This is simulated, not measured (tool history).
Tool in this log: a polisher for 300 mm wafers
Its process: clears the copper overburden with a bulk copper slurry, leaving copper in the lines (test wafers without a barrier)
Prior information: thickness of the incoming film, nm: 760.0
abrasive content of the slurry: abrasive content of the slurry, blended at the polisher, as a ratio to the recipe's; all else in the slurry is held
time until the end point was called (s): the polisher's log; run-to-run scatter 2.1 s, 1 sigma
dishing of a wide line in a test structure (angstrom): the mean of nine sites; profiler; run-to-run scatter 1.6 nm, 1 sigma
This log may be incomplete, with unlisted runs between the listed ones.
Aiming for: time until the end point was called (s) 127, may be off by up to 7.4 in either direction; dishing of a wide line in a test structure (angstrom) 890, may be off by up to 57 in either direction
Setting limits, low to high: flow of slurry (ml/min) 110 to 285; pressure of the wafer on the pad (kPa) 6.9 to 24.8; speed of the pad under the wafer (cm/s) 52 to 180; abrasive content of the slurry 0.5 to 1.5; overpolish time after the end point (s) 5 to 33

run,hour,flow of slurry (ml/min),pressure of the wafer on the pad (kPa),speed of the pad under the wafer (cm/s),abrasive content of the slurry,overpolish time after the end point (s),time until the end point was called (s),dishing of a wide line in a test structure (angstrom)
1,0,180,15.9,116,1,17,93.737,984.15
2,4.5,180,15.9,116,1,24,90.353,1191.7
3,8.2,180,15.9,116,1,27,90.014,1246.1
4,16.1,180,15.9,116,1,31,91.049,1355.4
5,21.8,180,19.3,116,1,31,78.396,1482.8
6,24,180,16.5,112,1,28,90.016,1283.1
7,27.1,180,14.5,110,1,26,104.04,1137.4
8,33.3,180,13.8,110,1,24,104.45,1085
9,39.6,180,13.1,108,1,23,113.73,986.95
10,41.2,180,12.4,108,1,23,120.74,959.86

5 candidate next runs follow, results not yet known. Just one meets every target within its allowed miss. Identify it.
A,42.8,150,9,144,0.85,24,?,?
B,42.8,210,11.7,82,1,27,?,?
C,42.8,190,11.7,122,1,24,?,?
D,42.8,135,11,110,0.9,33,?,?
E,42.8,195,11.7,90,0.95,31,?,?

move,time until the end point was called (s),dishing of a wide line in a test structure (angstrom)
A,130.23,873.16
B,152.81,890.69
C,113.41,988.06
D,137.21,1043.3
E,144.85,994.11
A: hits every target within its allowed miss
B: the furthest-off result lands on target, but another misses its tolerance
C: its largest miss is bigger than the last run's
D: its largest miss is bigger than the last run's
E: its largest miss is bigger than the last run's
Correct choice: A, which meets every target
